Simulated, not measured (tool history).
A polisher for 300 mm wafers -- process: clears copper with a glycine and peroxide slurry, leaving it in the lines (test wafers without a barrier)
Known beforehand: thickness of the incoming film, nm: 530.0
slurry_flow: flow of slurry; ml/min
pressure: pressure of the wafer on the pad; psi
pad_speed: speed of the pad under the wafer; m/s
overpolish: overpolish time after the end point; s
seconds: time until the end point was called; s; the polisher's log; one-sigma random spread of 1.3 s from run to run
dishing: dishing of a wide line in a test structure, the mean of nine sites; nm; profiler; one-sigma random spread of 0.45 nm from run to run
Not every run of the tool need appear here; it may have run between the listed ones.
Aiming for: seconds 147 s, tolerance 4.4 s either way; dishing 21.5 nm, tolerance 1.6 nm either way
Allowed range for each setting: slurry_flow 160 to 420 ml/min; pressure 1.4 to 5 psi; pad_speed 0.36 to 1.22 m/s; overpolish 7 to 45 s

| run | hour | slurry_flow | pressure | pad_speed | overpolish | seconds | dishing |
|---|---|---|---|---|---|---|---|
| 1 | 0 | 270 | 3.2 | 0.78 | 23 | 120.25 | 67.831 |
| 2 | 8.2 | 240 | 3.2 | 0.78 | 23 | 122.66 | 64.817 |
| 3 | 15.8 | 230 | 3 | 0.8 | 21 | 126.21 | 57.951 |
| 4 | 19.8 | 220 | 2.8 | 0.84 | 19 | 129.5 | 54.192 |
| 5 | 21.2 | 210 | 2.8 | 0.82 | 17 | 130.95 | 46.371 |
| 6 | 24.5 | 205 | 2.8 | 0.8 | 16 | 136.81 | 43.014 |
| 7 | 32.6 | 200 | 2.9 | 0.78 | 15 | 135.27 | 41.878 |
| 8 | 33.9 | 195 | 2.9 | 0.76 | 14 | 137.94 | 38.567 |
| 9 | 40.2 | 190 | 3 | 0.72 | 13 | 141.94 | 34.196 |
| 10 | 46.7 | 185 | 3.1 | 0.7 | 12 | 142.88 | 32.083 |
| 11 | 48.7 | 180 | 3.2 | 0.68 | 11 | 140.77 | 30.695 |
| 12 | 54.8 | 175 | 3.3 | 0.66 | 10 | 141.06 | 27.693 |

Which single option among these 5 for the next run brings every result within its allowed miss of target? Just one does.
| A | 60.9 | 160 | 3 | 0.64 | 7 | ? | ? |
| B | 60.9 | 200 | 3.9 | 0.48 | 10 | ? | ? |
| C | 60.9 | 160 | 3.5 | 0.54 | 7 | ? | ? |
| D | 60.9 | 175 | 3.2 | 0.66 | 8 | ? | ? |
| E | 60.9 | 200 | 3.3 | 0.56 | 7 | ? | ? |

| move | seconds | dishing |
|---|---|---|
| A | 159.45 | 18.037 |
| B | 157.12 | 25.765 |
| C | 161.47 | 17.866 |
| D | 145.96 | 22.267 |
| E | 158.57 | 18.166 |
A: pushes the last run's worst result past its target
B: closes in on the targets versus the last run, not all within tolerance yet
C: pushes the last run's worst result past its target
D: hits every target within its allowed miss
E: pushes the last run's worst result past its target
The right move is D.
